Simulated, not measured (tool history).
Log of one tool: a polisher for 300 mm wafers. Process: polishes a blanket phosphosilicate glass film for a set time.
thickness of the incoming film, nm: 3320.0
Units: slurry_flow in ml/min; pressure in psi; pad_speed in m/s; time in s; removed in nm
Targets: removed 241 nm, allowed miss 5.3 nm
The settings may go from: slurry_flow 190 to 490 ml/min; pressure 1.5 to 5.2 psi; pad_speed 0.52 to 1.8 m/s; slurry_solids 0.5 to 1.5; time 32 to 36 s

Run 1, hour 0: slurry_flow 315 ml/min, pressure 3.3 psi, pad_speed 1.16 m/s, slurry_solids 1, time 36 s. Result: removed 376.62 nm.
Run 2, hour 4.2: slurry_flow 315 ml/min, pressure 3.1 psi, pad_speed 1.16 m/s, slurry_solids 1, time 36 s. Result: removed 362.46 nm.
Run 3, hour 5.2: slurry_flow 315 ml/min, pressure 3.5 psi, pad_speed 1.16 m/s, slurry_solids 1, time 36 s. Result: removed 392.58 nm.
Run 4, hour 11.2: slurry_flow 315 ml/min, pressure 3.5 psi, pad_speed 1.16 m/s, slurry_solids 1, time 32 s. Result: removed 351.46 nm.
Run 5, hour 14.7: slurry_flow 315 ml/min, pressure 3.2 psi, pad_speed 1.16 m/s, slurry_solids 1, time 32 s. Result: removed 330.91 nm.
Run 6, hour 23.1: slurry_flow 315 ml/min, pressure 3.7 psi, pad_speed 1.16 m/s, slurry_solids 1, time 32 s. Result: removed 360.93 nm.
Run 7, hour 30: slurry_flow 300 ml/min, pressure 2.7 psi, pad_speed 1.14 m/s, slurry_solids 1, time 32 s. Result: removed 291.89 nm.
At hour 38.9: worn pad replaced by a new one.
Run 8, hour 38.9: slurry_flow 295 ml/min, pressure 2.6 psi, pad_speed 1.14 m/s, slurry_solids 1, time 32 s. Result: removed 303.79 nm.
Run 9, hour 45.8: slurry_flow 300 ml/min, pressure 1.6 psi, pad_speed 1.12 m/s, slurry_solids 1, time 32 s. Result: removed 230.97 nm.

5 next moves are on the table. One of them brings every result within its allowed miss. Which?
Run A, hour 52.7: slurry_flow 305 ml/min, pressure 1.7 psi, pad_speed 1.16 m/s, slurry_solids 0.95, time 32 s. Result: removed ?.
Run B, hour 52.7: slurry_flow 305 ml/min, pressure 1.5 psi, pad_speed 1.12 m/s, slurry_solids 1, time 32 s. Result: removed ?.
Run C, hour 52.7: slurry_flow 255 ml/min, pressure 1.6 psi, pad_speed 0.96 m/s, slurry_solids 1.05, time 36 s. Result: removed ?.
Run D, hour 52.7: slurry_flow 190 ml/min, pressure 1.8 psi, pad_speed 1.02 m/s, slurry_solids 1.05, time 32 s. Result: removed ?.
Run E, hour 52.7: slurry_flow 280 ml/min, pressure 1.5 psi, pad_speed 1.14 m/s, slurry_solids 0.95, time 33 s. Result: removed ?.

move  removed
   A   241.83
   B   225.83
   C   231.26
   D   219.06
   E   229.54
A: meets every target
B: further off than the last run
C: as far off as the last run
D: further off than the last run
E: further off than the last run
The right move is A.
